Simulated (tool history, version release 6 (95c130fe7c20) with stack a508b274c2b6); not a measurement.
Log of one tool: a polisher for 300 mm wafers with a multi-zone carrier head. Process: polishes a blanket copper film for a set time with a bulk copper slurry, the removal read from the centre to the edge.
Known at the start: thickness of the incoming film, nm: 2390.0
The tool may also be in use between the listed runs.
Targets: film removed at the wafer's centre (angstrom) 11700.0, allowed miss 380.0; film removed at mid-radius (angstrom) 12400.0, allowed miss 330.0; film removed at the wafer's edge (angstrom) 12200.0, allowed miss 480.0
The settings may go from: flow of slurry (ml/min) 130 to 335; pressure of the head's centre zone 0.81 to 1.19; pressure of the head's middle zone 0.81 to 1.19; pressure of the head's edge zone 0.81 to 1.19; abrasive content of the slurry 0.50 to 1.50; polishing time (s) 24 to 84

run  hour  flow of slurry (ml/min)  pressure of the head's centre zone  pressure of the head's middle zone  pressure of the head's edge zone  abrasive content of the slurry  polishing time (s)  film removed at the wafer's centre (angstrom)  film removed at mid-radius (angstrom)  film removed at the wafer's edge (angstrom)
  1   0.0                      215                                1.00                                1.00                              1.00                            1.00                  54                                         8831.8                                 8530.9                                       8559.2
  2   8.4                      215                                1.00                                0.92                              1.00                            1.00                  54                                         8748.7                                 7911.3                                       8751.7
  3  15.9                      220                                0.99                                0.96                              1.03                            1.10                  56                                         9147.2                                 8662.6                                       9339.2
  4  20.7                      220                                0.99                                0.96                              1.03                            1.00                  56                                         9025.7                                 8574.5                                       8944.1
  5  23.4                      220                                0.99                                0.99                              1.03                            1.10                  58                                         9522.5                                 9328.0                                       9707.2
  6  27.0                      225                                1.00                                1.02                              1.05                            1.20                  59                                        10028.0                                10072.0                                      10163.0
  7  32.5                      230                                1.01                                1.04                              1.07                            1.25                  60                                        10363.0                                10377.0                                      10264.0
  8  36.1                      230                                1.00                                1.05                              1.07                            1.30                  61                                        10593.0                                10788.0                                      10932.0
  9  40.7                      235                                1.00                                1.06                              1.08                            1.35                  62                                        10746.0                                11338.0                                      10992.0
 10  45.1                      235                                1.00                                1.06                              1.09                            1.40                  63                                        11063.0                                11499.0                                      11388.0
 11  53.3                      240                                1.00                                1.07                              1.10                            1.40                  63                                        11041.0                                11660.0                                      11438.0
 12  58.3                      245                                1.00                                1.07                              1.11                            1.40                  63                                        11155.0                                11612.0                                      11723.0
 13  63.8                      255                                1.00                                1.08                              1.11                            1.40                  63                                        11243.0                                11778.0                                      11421.0

5 next moves are on the table. One of them brings every result within its allowed miss. Which?
  A  69.3                      275                                1.00                                0.98                              1.19                            1.20                  66                                              ?                                      ?                                            ?
  B  69.3                      155                                0.95                                1.09                              1.12                            1.50                  67                                              ?                                      ?                                            ?
  C  69.3                      305                                0.89                                0.99                              1.14                            1.50                  62                                              ?                                      ?                                            ?
  D  69.3                      300                                1.10                                1.03                              1.12                            1.30                  60                                              ?                                      ?                                            ?
  E  69.3                      275                                1.01                                1.10                              1.17                            1.45                  64                                              ?                                      ?                                            ?

move  film removed at the wafer's centre (angstrom)  film removed at mid-radius (angstrom)  film removed at the wafer's edge (angstrom)
   A                                        11539.0                                11257.0                                      12086.0
   B                                        10631.0                                12078.0                                      11782.0
   C                                        10287.0                                11377.0                                      11840.0
   D                                        11893.0                                10973.0                                      10967.0
   E                                        11833.0                                12596.0                                      12147.0
A: further off than the last run
B: brings the result that was furthest off to its target, and leaves another outside
C: further off than the last run
D: further off than the last run
E: meets every target
Move E is the one to make.

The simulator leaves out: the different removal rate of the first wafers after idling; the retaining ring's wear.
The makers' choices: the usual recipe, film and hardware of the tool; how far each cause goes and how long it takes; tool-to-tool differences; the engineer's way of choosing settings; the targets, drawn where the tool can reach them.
